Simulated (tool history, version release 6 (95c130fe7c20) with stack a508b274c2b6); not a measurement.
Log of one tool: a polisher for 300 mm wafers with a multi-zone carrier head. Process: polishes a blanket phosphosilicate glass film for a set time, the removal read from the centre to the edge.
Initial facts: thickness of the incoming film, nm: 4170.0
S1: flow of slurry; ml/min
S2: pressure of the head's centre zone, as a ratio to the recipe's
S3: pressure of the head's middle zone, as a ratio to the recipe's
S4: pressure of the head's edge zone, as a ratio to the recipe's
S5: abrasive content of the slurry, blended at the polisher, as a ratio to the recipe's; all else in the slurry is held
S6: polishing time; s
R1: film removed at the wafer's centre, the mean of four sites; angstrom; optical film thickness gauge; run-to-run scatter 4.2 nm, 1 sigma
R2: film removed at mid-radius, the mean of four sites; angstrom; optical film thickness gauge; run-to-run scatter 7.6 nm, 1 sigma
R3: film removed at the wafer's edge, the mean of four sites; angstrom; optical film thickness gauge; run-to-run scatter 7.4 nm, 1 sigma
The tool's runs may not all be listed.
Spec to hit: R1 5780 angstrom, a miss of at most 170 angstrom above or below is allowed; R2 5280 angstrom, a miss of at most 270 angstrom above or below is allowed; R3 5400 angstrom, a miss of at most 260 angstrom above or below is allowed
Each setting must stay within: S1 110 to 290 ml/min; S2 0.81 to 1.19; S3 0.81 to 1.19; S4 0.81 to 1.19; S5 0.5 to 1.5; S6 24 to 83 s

run,hour,S1,S2,S3,S4,S5,S6,R1,R2,R3
1,0,185,1,1,1,1,53,6790.3,6626.5,6883.7
2,1.1,185,1,0.99,0.97,0.95,53,6621.5,6524.5,6556
3,5.2,180,1,0.96,0.95,0.9,53,6523.4,6176.7,6404
4,8.8,175,1,0.95,0.93,0.85,53,6328.9,6072.4,6239.5
5,17.1,175,1.01,0.94,0.92,0.8,53,6321.6,5771.4,6001.8
6,26,170,1.01,0.94,0.91,0.75,53,6061.8,5578.1,5704.2
7,33.5,165,1.01,0.94,0.91,0.75,53,5900.3,5732.7,5767.7
8,40,165,1.01,0.93,0.9,0.75,53,5999.6,5495.4,5742.8
9,45.2,160,1.01,0.93,0.89,0.75,53,6023.1,5563.6,5735.8
10,47,160,1.01,0.93,0.88,0.75,53,5971.9,5531.3,5644.5

Exactly one of the 4 candidate moves below puts every result within its allowed miss. Which one?
A,48.8,160,1.07,1.03,0.83,0.7,56,?,?,?
B,48.8,200,1.01,0.92,0.89,0.65,52,?,?,?
C,48.8,145,1,0.87,0.87,0.8,57,?,?,?
D,48.8,150,1.12,0.89,0.85,0.85,49,?,?,?

move,R1,R2,R3
A,6471.2,6306.3,5727.7
B,5754,5383.3,5495.6
C,6319.3,5748.5,6189.1
D,6286.3,5189.2,5416
A: the biggest miss grows against the last run
B: all results in spec
C: the biggest miss grows against the last run
D: the biggest miss grows against the last run
Answer: B
